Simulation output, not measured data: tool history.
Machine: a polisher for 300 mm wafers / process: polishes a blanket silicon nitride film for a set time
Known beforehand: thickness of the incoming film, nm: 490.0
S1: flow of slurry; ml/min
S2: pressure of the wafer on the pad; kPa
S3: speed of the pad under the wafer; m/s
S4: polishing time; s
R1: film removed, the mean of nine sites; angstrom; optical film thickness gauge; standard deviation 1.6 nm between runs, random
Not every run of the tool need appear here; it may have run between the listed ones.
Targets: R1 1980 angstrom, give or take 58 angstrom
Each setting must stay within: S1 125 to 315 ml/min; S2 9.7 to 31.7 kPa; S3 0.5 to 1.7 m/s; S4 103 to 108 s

run 1 day=0 | S1=205 S2=20.7 S3=1.1 S4=103 | R1=1516.8
run 2 day=0.175 | S1=205 S2=20.7 S3=1.1 S4=103 | R1=1503.6
run 3 day=0.321 | S1=205 S2=20.7 S3=1.2 S4=103 | R1=1634.5
run 4 day=0.517 | S1=205 S2=20.7 S3=1.42 S4=103 | R1=1868.5
run 5 day=0.621 | S1=205 S2=20.7 S3=1.14 S4=103 | R1=1563.3
run 6 day=0.792 | S1=205 S2=20.7 S3=1.14 S4=108 | R1=1614.2
run 7 day=0.833 | S1=210 S2=22.1 S3=1.14 S4=108 | R1=1763.3
run 8 day=0.958 | S1=215 S2=22.8 S3=1.14 S4=108 | R1=1802

Which of these 5 next moves meets every target?
run A day=1.083 | S1=280 S2=25.5 S3=1.16 S4=108 | R1=?
run B day=1.083 | S1=220 S2=27.6 S3=1.06 S4=108 | R1=?
run C day=1.083 | S1=225 S2=22.1 S3=1.44 S4=108 | R1=?
run D day=1.083 | S1=210 S2=27.6 S3=1 S4=108 | R1=?
run E day=1.083 | S1=240 S2=25.5 S3=1.24 S4=103 | R1=?

move=A R1=2115.5
move=B R1=2065.9
move=C R1=2129.9
move=D R1=1959.5
move=E R1=2092.6
A: the result that was furthest off in the last run now lies on the other side of its target
B: the result that was furthest off in the last run now lies on the other side of its target
C: the result that was furthest off in the last run now lies on the other side of its target
D: every result within its allowed miss
E: the result that was furthest off in the last run now lies on the other side of its target
The move that meets every target is D.
